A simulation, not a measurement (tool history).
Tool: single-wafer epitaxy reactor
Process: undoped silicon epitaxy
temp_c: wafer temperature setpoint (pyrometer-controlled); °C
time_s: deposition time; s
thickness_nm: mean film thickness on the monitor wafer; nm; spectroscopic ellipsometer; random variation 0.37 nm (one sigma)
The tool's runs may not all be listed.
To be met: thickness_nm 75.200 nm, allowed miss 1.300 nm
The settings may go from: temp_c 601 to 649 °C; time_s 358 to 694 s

Run 1, day 0.000: temp_c 625 °C, time_s 526 s. Result: thickness_nm 46.453 nm.
Run 2, day 0.275: temp_c 630 °C, time_s 526 s. Result: thickness_nm 51.387 nm.
Run 3, day 0.592: temp_c 630 °C, time_s 487 s. Result: thickness_nm 47.933 nm.
Run 4, day 0.858: temp_c 632 °C, time_s 489 s. Result: thickness_nm 50.246 nm.
Run 5, day 1.179: temp_c 634 °C, time_s 491 s. Result: thickness_nm 52.297 nm.
Run 6, day 1.279: temp_c 634 °C, time_s 549 s. Result: thickness_nm 58.358 nm.
At day 1.583: pyrometer calibrated.
Run 7, day 1.583: temp_c 635 °C, time_s 549 s. Result: thickness_nm 65.423 nm.
Run 8, day 1.642: temp_c 635 °C, time_s 549 s. Result: thickness_nm 65.228 nm.
Run 9, day 1.779: temp_c 636 °C, time_s 549 s. Result: thickness_nm 66.620 nm.
Run 10, day 2.146: temp_c 638 °C, time_s 549 s. Result: thickness_nm 70.053 nm.
Run 11, day 2.279: temp_c 639 °C, time_s 549 s. Result: thickness_nm 70.299 nm.

4 next moves are on the table. One of them brings every result within its allowed miss. Which?
Run A, day 2.412: temp_c 637 °C, time_s 613 s. Result: thickness_nm ?.
Run B, day 2.412: temp_c 628 °C, time_s 606 s. Result: thickness_nm ?.
Run C, day 2.412: temp_c 635 °C, time_s 539 s. Result: thickness_nm ?.
Run D, day 2.412: temp_c 637 °C, time_s 566 s. Result: thickness_nm ?.

move  thickness_nm
   A        75.644
   B        62.484
   C        63.927
   D        69.845
A: meets every target
B: further off than the last run
C: further off than the last run
D: further off than the last run
The right move is A.
